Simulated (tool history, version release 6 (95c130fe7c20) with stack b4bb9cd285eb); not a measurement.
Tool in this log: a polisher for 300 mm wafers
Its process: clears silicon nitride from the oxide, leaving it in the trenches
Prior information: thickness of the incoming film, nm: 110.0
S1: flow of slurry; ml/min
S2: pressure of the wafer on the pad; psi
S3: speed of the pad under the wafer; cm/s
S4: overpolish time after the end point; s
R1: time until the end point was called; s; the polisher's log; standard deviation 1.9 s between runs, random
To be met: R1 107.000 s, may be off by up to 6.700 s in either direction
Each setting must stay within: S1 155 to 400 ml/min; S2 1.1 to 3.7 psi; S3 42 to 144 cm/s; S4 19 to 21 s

run	hour	S1	S2	S3	S4	R1
1	0.0	255	2.4	92	19	175.000
2	5.1	255	2.6	94	19	156.280
3	9.6	255	2.6	94	21	160.900
4	15.9	255	2.8	96	21	146.570
5	18.7	255	2.9	96	21	141.250
6	19.4	230	2.9	96	21	144.630
7	24.3	235	3.0	96	21	139.730
8	30.4	240	3.1	96	21	132.530

Which of these 4 next moves meets every target?
A	36.5	160	3.2	108	20	?
B	36.5	195	3.0	72	21	?
C	36.5	205	3.4	110	21	?
D	36.5	290	3.4	118	19	?

move	R1
A	122.500
B	181.930
C	108.730
D	97.653
A: an improvement on the last run, though not all results are within tolerance
B: the biggest miss grows against the last run
C: each result inside its tolerance
D: the result that was furthest off in the last run now lies on the other side of its target
Answer: C
